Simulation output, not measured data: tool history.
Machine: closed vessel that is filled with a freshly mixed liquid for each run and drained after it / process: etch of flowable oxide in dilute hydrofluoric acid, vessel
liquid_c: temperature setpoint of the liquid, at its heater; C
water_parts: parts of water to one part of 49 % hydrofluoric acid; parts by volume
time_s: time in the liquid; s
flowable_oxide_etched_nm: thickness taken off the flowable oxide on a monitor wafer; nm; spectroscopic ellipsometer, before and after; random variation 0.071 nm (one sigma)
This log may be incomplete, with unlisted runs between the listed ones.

run,hour,liquid_c,water_parts,time_s,flowable_oxide_etched_nm
1,0,22,210,30,6.1261
2,6.6,22,270,30,4.4976
3,9.7,23.5,260,30,4.9826
4,18.4,23.5,260,30,5.0067
5,19.9,25.5,260,30,5.359
6,21.2,26.5,255,30,5.7456
7,30.1,27,250,30,5.8998

The next listed run, before its measurement:
8,34.9,30,225,30,?

flowable_oxide_etched_nm: 7.6923 nm

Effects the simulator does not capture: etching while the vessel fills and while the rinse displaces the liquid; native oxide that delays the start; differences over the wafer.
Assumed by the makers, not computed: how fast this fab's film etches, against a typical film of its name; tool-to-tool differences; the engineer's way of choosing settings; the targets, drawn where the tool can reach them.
